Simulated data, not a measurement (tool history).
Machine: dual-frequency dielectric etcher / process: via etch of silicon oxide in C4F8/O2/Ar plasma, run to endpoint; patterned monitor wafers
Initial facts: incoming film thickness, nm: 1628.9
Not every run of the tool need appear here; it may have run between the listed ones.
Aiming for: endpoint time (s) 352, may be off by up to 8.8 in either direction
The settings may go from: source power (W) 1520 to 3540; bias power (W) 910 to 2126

run,hour,source power (W),bias power (W),endpoint time (s)
1,0,2530,1518,296.37
2,5.5,2280,1461,312.55
3,6.8,2570,1461,300.13
4,11.1,2330,1402,316.84
5,16.6,2330,1533,307.78
6,20.1,2020,1533,327.18
7,26.1,1920,1517,335.02
8,30.8,1860,1507,339.92
9,34.2,1860,1507,337.55
10,37.6,1800,1497,341.6

Which of these 4 next moves meets every target?
A,41,2000,1492,?
B,41,1780,1414,?
C,41,1950,1505,?
D,41,1630,1307,?

move,endpoint time (s)
A,331.12
B,352.68
C,333.57
D,374.31
A: further off than the last run
B: every result within its allowed miss
C: further off than the last run
D: takes the biggest miss from the last run beyond its target
Move B is the one to make.
